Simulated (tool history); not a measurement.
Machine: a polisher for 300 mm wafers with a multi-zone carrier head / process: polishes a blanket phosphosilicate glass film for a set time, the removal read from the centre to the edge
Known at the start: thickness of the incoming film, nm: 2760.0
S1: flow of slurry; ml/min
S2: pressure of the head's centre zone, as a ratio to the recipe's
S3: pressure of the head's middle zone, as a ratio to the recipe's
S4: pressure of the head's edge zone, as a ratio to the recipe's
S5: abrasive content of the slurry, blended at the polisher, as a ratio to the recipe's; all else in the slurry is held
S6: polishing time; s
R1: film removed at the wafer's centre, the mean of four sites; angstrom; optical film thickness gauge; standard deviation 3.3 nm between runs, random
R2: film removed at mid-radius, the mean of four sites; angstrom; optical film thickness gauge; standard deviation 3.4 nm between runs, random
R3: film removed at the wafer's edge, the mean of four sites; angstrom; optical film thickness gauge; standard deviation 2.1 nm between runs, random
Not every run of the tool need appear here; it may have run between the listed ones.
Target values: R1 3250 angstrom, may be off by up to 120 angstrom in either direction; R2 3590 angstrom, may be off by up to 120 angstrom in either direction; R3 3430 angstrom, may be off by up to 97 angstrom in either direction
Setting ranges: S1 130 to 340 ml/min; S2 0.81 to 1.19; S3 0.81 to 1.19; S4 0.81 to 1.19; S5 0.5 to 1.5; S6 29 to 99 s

run 1 hour=0 | S1=220 S2=1 S3=1 S4=1 S5=1 S6=64 | R1=4932.1 R2=4767.2 R3=4808.7
run 2 hour=5.7 | S1=260 S2=1 S3=1 S4=1 S5=1 S6=64 | R1=5004.9 R2=4971 R3=4724.6
run 3 hour=10.5 | S1=285 S2=1 S3=1 S4=1 S5=1 S6=64 | R1=5058.3 R2=4967 R3=4828.8
run 4 hour=16.4 | S1=285 S2=0.97 S3=0.99 S4=0.98 S5=0.9 S6=63 | R1=4755.5 R2=4657.2 R3=4559.3
run 5 hour=24.1 | S1=285 S2=0.97 S3=0.99 S4=1.05 S5=0.9 S6=63 | R1=4758.9 R2=4663.3 R3=4722.7
run 6 hour=30.2 | S1=285 S2=0.97 S3=0.99 S4=1.05 S5=1.1 S6=63 | R1=5042.1 R2=4951.2 R3=5033.3
run 7 hour=38 | S1=285 S2=0.95 S3=0.99 S4=1.02 S5=1 S6=62 | R1=4730 R2=4761.5 R3=4730
run 8 hour=46 | S1=280 S2=0.93 S3=0.99 S4=1 S5=0.9 S6=61 | R1=4388.5 R2=4604.2 R3=4455.5
run 9 hour=54.8 | S1=280 S2=0.91 S3=0.97 S4=0.98 S5=0.85 S6=60 | R1=4202.4 R2=4321.9 R3=4257.1

5 candidate next runs follow, results not yet known. Just one meets every target within its allowed miss. Identify it.
run A hour=63.6 | S1=280 S2=0.87 S3=1.1 S4=1 S5=0.85 S6=48 | R1=? R2=? R3=?
run B hour=63.6 | S1=240 S2=0.89 S3=1.04 S4=1.03 S5=0.85 S6=48 | R1=? R2=? R3=?
run C hour=63.6 | S1=235 S2=0.92 S3=0.96 S4=1 S5=0.9 S6=50 | R1=? R2=? R3=?
run D hour=63.6 | S1=225 S2=0.81 S3=1.05 S4=1.08 S5=0.9 S6=54 | R1=? R2=? R3=?
run E hour=63.6 | S1=325 S2=0.97 S3=1 S4=0.96 S5=0.95 S6=47 | R1=? R2=? R3=?

move=A R1=3335.9 R2=3874.1 R3=3436.2
move=B R1=3331 R2=3636.6 R3=3448.5
move=C R1=3601.3 R2=3592.2 R3=3598.7
move=D R1=3541.8 R2=4166.3 R3=4017.5
move=E R1=3698.1 R2=3661.2 R3=3448.3
A: the furthest-off result lands on target, but another misses its tolerance
B: every result within its allowed miss
C: nearer the targets than the last run, but a result is still out of spec
D: nearer the targets than the last run, but a result is still out of spec
E: the furthest-off result lands on target, but another misses its tolerance
Answer: B

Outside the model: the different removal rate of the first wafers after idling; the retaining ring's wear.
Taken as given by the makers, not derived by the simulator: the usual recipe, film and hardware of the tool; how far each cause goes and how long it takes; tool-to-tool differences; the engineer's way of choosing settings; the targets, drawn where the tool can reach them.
